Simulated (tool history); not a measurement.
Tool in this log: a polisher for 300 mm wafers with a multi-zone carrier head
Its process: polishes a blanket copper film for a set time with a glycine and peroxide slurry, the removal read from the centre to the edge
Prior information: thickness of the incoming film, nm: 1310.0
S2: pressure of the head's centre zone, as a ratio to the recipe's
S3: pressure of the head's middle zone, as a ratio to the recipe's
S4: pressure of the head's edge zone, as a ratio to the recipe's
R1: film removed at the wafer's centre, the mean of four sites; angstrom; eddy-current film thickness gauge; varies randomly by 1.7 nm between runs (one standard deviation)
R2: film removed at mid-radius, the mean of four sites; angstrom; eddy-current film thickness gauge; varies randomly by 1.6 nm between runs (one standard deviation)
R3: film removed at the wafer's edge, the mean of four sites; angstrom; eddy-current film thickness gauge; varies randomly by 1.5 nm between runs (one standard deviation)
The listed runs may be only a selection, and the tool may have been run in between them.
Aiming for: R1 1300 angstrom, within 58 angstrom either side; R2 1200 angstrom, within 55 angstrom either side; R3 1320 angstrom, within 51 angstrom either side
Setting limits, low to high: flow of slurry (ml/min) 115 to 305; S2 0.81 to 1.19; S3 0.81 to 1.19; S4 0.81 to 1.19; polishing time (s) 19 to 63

run 1 hour=0 | flow_of_slurry_(ml/min)=195 S2=1 S3=1 S4=1 polishing_time_(s)=41 | R1=2020.7 R2=2050.2 R3=1998.4
run 2 hour=6.7 | flow_of_slurry_(ml/min)=185 S2=0.99 S3=0.96 S4=0.98 polishing_time_(s)=37 | R1=1764.4 R2=1793.9 R3=1795.4
run 3 hour=10.5 | flow_of_slurry_(ml/min)=180 S2=1 S3=0.93 S4=0.97 polishing_time_(s)=34 | R1=1637.8 R2=1551.8 R3=1665.7
run 4 hour=11 | flow_of_slurry_(ml/min)=180 S2=1 S3=0.93 S4=1.04 polishing_time_(s)=34 | R1=1651.1 R2=1531.5 R3=1695.7
run 5 hour=11.9 | flow_of_slurry_(ml/min)=180 S2=1 S3=0.93 S4=1.04 polishing_time_(s)=39 | R1=1862.1 R2=1832.6 R3=1974.8
run 6 hour=18.2 | flow_of_slurry_(ml/min)=180 S2=1 S3=0.87 S4=1.04 polishing_time_(s)=39 | R1=1942.8 R2=1691.3 R3=1993.8
run 7 hour=23.2 | flow_of_slurry_(ml/min)=185 S2=0.99 S3=0.88 S4=1.01 polishing_time_(s)=35 | R1=1691 R2=1563 R3=1773.7
run 8 hour=24.6 | flow_of_slurry_(ml/min)=180 S2=0.99 S3=0.89 S4=0.99 polishing_time_(s)=32 | R1=1517.6 R2=1410.7 R3=1580.3
run 9 hour=27.4 | flow_of_slurry_(ml/min)=175 S2=0.99 S3=0.88 S4=0.96 polishing_time_(s)=31 | R1=1505.3 R2=1393.7 R3=1505.9
run 10 hour=31.3 | flow_of_slurry_(ml/min)=170 S2=0.98 S3=0.87 S4=0.95 polishing_time_(s)=30 | R1=1371.1 R2=1316 R3=1432.5
run 11 hour=33.1 | flow_of_slurry_(ml/min)=160 S2=0.99 S3=0.86 S4=0.94 polishing_time_(s)=30 | R1=1408.2 R2=1273.7 R3=1411.9
run 12 hour=35 | flow_of_slurry_(ml/min)=150 S2=0.98 S3=0.86 S4=0.93 polishing_time_(s)=30 | R1=1404.1 R2=1261.2 R3=1405
run 13 hour=38.9 | flow_of_slurry_(ml/min)=145 S2=0.97 S3=0.86 S4=0.92 polishing_time_(s)=30 | R1=1324.2 R2=1271.6 R3=1383.5

5 candidate next runs follow, results not yet known. Just one meets every target within its allowed miss. Identify it.
run A hour=42.8 | flow_of_slurry_(ml/min)=155 S2=0.97 S3=0.86 S4=0.91 polishing_time_(s)=28 | R1=? R2=? R3=?
run B hour=42.8 | flow_of_slurry_(ml/min)=125 S2=0.89 S3=0.94 S4=0.86 polishing_time_(s)=32 | R1=? R2=? R3=?
run C hour=42.8 | flow_of_slurry_(ml/min)=190 S2=0.92 S3=0.81 S4=1.03 polishing_time_(s)=29 | R1=? R2=? R3=?
run D hour=42.8 | flow_of_slurry_(ml/min)=140 S2=0.92 S3=0.81 S4=0.94 polishing_time_(s)=31 | R1=? R2=? R3=?
run E hour=42.8 | flow_of_slurry_(ml/min)=115 S2=0.92 S3=0.85 S4=0.94 polishing_time_(s)=32 | R1=? R2=? R3=?

move=A R1=1263.8 R2=1183.4 R3=1294.1
move=B R1=1247.8 R2=1381.8 R3=1386.8
move=C R1=1295.8 R2=1213.2 R3=1463.5
move=D R1=1291.6 R2=1219.1 R3=1431.4
move=E R1=1253.5 R2=1240 R3=1421.9
A: all results in spec
B: the biggest miss grows against the last run
C: meets the target for the result that was furthest off, but another lies outside its allowed miss
D: meets the target for the result that was furthest off, but another lies outside its allowed miss
E: meets the target for the result that was furthest off, but another lies outside its allowed miss
The move that meets every target is A.
